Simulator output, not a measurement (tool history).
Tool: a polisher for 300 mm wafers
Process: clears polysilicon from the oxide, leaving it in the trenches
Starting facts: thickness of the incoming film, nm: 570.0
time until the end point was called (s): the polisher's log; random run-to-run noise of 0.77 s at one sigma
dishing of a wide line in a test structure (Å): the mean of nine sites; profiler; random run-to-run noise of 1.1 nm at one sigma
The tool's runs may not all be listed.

run    day  flow of slurry (ml/min)  pressure of the wafer on the pad (kPa)  speed of the pad under the wafer (m/s)  overpolish time after the end point (s)  time until the end point was called (s)  dishing of a wide line in a test structure (Å)
  1  0.000                      310                                    14.5                                    1.00                                       17                                   59.308                                          510.67
  2  0.121                      310                                    14.5                                    1.00                                       11                                   59.565                                          451.10
  3  0.404                      375                                    14.5                                    1.00                                       11                                   57.642                                          444.55
  4  0.575                      375                                    14.5                                    1.00                                        5                                   57.923                                          281.91
  5  0.692                      375                                    17.9                                    1.00                                        5                                   49.554                                          319.80
  6  0.846                      365                                    16.5                                    0.98                                        7                                   53.106                                          370.02
  7  1.100                      360                                    15.2                                    0.96                                        9                                   58.750                                          410.80
  8  1.462                      360                                    14.5                                    0.94                                       10                                   63.273                                          397.25
  9  1.604                      360                                    13.8                                    0.94                                       11                                   65.475                                          408.83
 10  1.642                      360                                    13.1                                    0.94                                       12                                   68.159                                          427.66
 11  1.983                      360                                    13.1                                    0.94                                       13                                   66.845                                          444.73

Estimate the outcome of run 12 from the log above:
 12  2.212                      360                                    13.1                                    0.94                                       13                                        ?                                               ?

Run 12 came out at time until the end point was called (s) 67.589, dishing of a wide line in a test structure (Å) 444.77.

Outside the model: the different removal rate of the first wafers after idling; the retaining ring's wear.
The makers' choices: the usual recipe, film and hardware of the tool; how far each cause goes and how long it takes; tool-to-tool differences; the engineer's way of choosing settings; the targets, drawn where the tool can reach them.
